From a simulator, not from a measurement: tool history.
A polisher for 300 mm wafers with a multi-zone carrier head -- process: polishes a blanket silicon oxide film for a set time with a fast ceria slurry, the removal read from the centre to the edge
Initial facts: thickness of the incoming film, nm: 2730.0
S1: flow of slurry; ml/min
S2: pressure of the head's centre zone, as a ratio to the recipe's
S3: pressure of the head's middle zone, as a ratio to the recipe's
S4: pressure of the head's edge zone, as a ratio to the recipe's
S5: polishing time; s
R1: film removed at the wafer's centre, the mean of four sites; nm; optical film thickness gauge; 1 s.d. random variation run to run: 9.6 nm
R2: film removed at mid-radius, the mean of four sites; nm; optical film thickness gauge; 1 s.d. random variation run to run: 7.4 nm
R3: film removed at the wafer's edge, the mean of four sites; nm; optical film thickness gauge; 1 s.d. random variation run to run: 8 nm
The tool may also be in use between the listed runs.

run,day,S1,S2,S3,S4,S5,R1,R2,R3
1,0.000,290,1.00,1.00,1.00,67,804.08,766.26,798.73
2,0.246,290,1.00,1.00,1.07,67,816.97,779.25,820.35
3,0.483,290,1.00,1.06,1.07,67,816.55,812.03,829.38
4,0.612,290,1.00,1.04,1.06,66,800.34,777.45,808.82
5,0.838,290,1.00,1.02,1.05,65,781.93,769.70,773.35
6,1.017,290,1.00,1.02,1.05,81,966.04,940.34,991.88
7,1.058,290,1.00,1.02,1.05,81,943.60,946.28,991.71

The next listed run, before its measurement:
8,1.088,290,0.99,1.00,1.04,78,?,?,?

{"run 8": {"R1": 915.21, "R2": 915.38, "R3": 961.96}}
